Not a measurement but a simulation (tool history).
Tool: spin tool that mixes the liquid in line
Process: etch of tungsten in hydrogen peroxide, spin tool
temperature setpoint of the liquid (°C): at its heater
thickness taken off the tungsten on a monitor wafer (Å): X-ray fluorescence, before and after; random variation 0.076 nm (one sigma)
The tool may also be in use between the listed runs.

run	hour	temperature setpoint of the liquid (°C)	concentration of hydrogen peroxide in the mixed liquid (% by weight)	time under the liquid (s)	thickness taken off the tungsten on a monitor wafer (Å)
1	0.0	49.0	17.0	15	158.720
2	4.4	49.0	17.0	15	160.260
3	7.8	47.0	17.0	15	141.400
4	11.0	51.5	17.0	15	185.820
5	17.2	49.0	17.0	15	158.190
# hour 23.2: heated supply line repaired
6	23.2	44.5	17.0	15	137.250
7	25.3	42.5	16.5	15	122.040
8	30.7	40.5	16.5	15	105.000
9	36.4	39.5	16.5	15	98.312
10	39.4	39.0	16.5	15	94.761

Run 11 comes next. What will it give?
11	48.0	38.5	16.5	15	?

thickness taken off the tungsten on a monitor wafer (Å): 92.729
